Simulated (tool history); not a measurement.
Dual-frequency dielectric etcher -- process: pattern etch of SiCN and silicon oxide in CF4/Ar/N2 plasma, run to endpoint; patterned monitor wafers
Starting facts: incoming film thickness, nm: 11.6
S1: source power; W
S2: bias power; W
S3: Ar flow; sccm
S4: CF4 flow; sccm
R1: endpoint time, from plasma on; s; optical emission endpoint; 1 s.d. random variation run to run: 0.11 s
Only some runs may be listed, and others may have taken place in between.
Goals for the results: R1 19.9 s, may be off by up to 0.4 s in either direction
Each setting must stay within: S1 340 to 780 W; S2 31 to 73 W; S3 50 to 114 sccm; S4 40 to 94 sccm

run	hour	S1	S2	S3	S4	R1
1	0	560	52	82	67	13.646
2	4.4	500	51	83	67	15.197
3	8.9	500	51	83	73	14.917
4	11.2	500	51	93	73	15.199
5	12.4	500	51	93	66	15.626
6	13.9	460	51	93	66	16.532
7	18.2	430	51	93	66	17.479
8	24.5	410	51	93	66	18.094
9	30.6	390	51	93	66	19.036
10	36.4	380	51	93	66	19.43

Exercise: of the 4 proposed moves below, exactly one satisfies all targets within the stated allowed misses. Which move is it?
A	42.2	360	57	88	64	?
B	42.2	420	50	114	71	?
C	42.2	390	52	98	66	?
D	42.2	400	44	97	66	?

move	R1
A	18.945
B	18.452
C	18.888
D	20.123
A: moves away from the targets compared with the last run
B: moves away from the targets compared with the last run
C: moves away from the targets compared with the last run
D: meets every target
D is the move that brings every result within its allowed miss.
